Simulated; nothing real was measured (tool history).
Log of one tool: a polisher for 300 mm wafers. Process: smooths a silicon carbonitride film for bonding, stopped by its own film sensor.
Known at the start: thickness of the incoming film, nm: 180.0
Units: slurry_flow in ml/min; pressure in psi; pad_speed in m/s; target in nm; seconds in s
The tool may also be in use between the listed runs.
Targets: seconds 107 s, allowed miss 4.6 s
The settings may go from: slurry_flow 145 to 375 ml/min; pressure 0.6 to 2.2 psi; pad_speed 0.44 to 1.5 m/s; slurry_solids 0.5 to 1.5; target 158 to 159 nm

| run | day | slurry_flow | pressure | pad_speed | slurry_solids | target | seconds |
|---|---|---|---|---|---|---|---|
| 1 | 0 | 240 | 1.4 | 0.96 | 1 | 159 | 143.09 |
| 2 | 0.267 | 240 | 1.4 | 0.86 | 1 | 159 | 154.5 |
| 3 | 0.3 | 190 | 1.4 | 0.86 | 1 | 159 | 156.47 |
| 4 | 0.588 | 190 | 1.4 | 0.86 | 0.8 | 159 | 168.81 |
| 5 | 0.808 | 190 | 1.4 | 0.96 | 0.8 | 159 | 156.58 |
| 6 | 0.833 | 190 | 1.7 | 0.96 | 0.8 | 159 | 134.5 |
| 7 | 0.871 | 190 | 1.8 | 0.96 | 0.8 | 159 | 134.65 |
| 8 | 1.175 | 190 | 1.9 | 0.98 | 0.8 | 159 | 125.13 |
| 9 | 1.208 | 190 | 2.1 | 1.02 | 0.8 | 159 | 111.52 |

5 next moves are on the table. One of them brings every result within its allowed miss. Which?
| A | 1.242 | 220 | 1.9 | 0.96 | 0.95 | 159 | ? |
| B | 1.242 | 230 | 2.2 | 1 | 0.6 | 159 | ? |
| C | 1.242 | 215 | 2.1 | 0.96 | 0.9 | 158 | ? |
| D | 1.242 | 145 | 2 | 1.04 | 1 | 159 | ? |
| E | 1.242 | 205 | 2 | 1.1 | 0.6 | 159 | ? |

| move | seconds |
|---|---|
| A | 115.64 |
| B | 120.28 |
| C | 115.16 |
| D | 106.97 |
| E | 120.96 |
A: further off than the last run
B: further off than the last run
C: further off than the last run
D: meets every target
E: further off than the last run
The right move is D.
